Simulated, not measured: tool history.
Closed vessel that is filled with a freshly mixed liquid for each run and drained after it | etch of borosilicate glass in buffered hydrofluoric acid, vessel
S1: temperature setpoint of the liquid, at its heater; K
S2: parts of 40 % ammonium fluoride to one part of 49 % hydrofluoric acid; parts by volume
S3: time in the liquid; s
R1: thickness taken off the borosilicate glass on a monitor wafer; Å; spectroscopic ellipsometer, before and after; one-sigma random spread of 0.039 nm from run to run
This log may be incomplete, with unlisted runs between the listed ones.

{"run": 1, "day": 0.0, "S1": 293.15, "S2": 21, "S3": 35, "R1": 166.14}
{"run": 2, "day": 0.367, "S1": 292.15, "S2": 23, "S3": 35, "R1": 147.85}
{"run": 3, "day": 0.558, "S1": 292.15, "S2": 27, "S3": 35, "R1": 132.73}
{"run": 4, "day": 0.646, "S1": 293.65, "S2": 27, "S3": 35, "R1": 144.56}
{"run": 5, "day": 0.671, "S1": 292.65, "S2": 27.5, "S3": 35, "R1": 134.95}
{"run": 6, "day": 0.738, "S1": 292.65, "S2": 22.5, "S3": 35, "R1": 154.54}

For run 7, what comes out?
{"run": 7, "day": 0.925, "S1": 292.15, "S2": 24.5, "S3": 35, "R1": "?"}

R1: 142.31 Å

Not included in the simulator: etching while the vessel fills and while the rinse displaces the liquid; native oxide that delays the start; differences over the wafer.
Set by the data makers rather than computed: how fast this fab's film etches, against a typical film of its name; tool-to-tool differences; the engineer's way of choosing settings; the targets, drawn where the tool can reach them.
